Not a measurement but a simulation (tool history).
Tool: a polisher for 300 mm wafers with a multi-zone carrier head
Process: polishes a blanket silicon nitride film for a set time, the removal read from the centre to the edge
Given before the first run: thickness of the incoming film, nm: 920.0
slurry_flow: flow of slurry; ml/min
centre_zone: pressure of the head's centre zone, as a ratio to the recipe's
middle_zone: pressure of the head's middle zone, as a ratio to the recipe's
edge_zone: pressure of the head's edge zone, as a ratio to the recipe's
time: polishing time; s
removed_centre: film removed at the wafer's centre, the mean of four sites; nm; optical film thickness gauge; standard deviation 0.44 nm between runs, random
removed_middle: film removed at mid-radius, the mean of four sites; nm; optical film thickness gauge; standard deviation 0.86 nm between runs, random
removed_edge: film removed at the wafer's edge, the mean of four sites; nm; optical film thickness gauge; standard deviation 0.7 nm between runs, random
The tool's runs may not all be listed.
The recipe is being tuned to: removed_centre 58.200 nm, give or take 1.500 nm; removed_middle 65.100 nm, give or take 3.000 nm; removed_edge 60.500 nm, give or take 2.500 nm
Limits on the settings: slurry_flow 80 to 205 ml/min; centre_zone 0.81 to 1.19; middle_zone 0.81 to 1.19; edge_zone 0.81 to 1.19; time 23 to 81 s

run  hour  slurry_flow  centre_zone  middle_zone  edge_zone  time  removed_centre  removed_middle  removed_edge
  1   0.0          135         1.00         1.00       1.00    52          93.210         101.190        99.741
  2   3.0          135         0.99         1.00       0.97    48          87.215          93.132        89.778
  3   9.6          130         0.96         0.99       0.95    46          79.768          87.757        86.560
  4  11.2          130         0.95         0.99       0.93    43          72.470          83.605        79.091
  5  12.5          105         0.95         0.99       0.93    43          68.925          75.859        76.410
  6  14.0          105         0.95         0.99       0.91    42          66.818          74.802        75.524
  7  15.0          110         0.96         0.99       0.90    40          65.750          74.057        72.648
  8  16.6          110         0.97         0.99       0.89    38          63.101          68.699        67.054
  9  22.2          110         0.97         0.99       0.89    38          63.019          68.529        68.104
     28.4  -- centre zone pressure recalibrated
 10  28.4          110         0.97         1.00       0.87    38          68.584          69.948        65.923
 11  32.4           90         0.87         1.01       0.86    35          51.970          60.635        58.859

4 next moves are on the table. One of them brings every result within its allowed miss. Which?
  A  36.4           90         0.97         1.01       0.81    33               ?               ?             ?
  B  36.4          125         0.87         0.97       0.81    35               ?               ?             ?
  C  36.4           80         1.06         1.01       0.93    34               ?               ?             ?
  D  36.4           80         0.94         0.86       0.92    40               ?               ?             ?

move  removed_centre  removed_middle  removed_edge
   A          55.399          57.725        53.604
   B          59.162          65.504        60.915
   C          59.041          56.693        56.818
   D          61.475          58.360        66.662
A: closer than the last run, but not yet in spec
B: meets every target
C: meets the target for the result that was furthest off, but another lies outside its allowed miss
D: carries the result that was furthest off beyond its target, to the other side
B is the move that brings every result within its allowed miss.
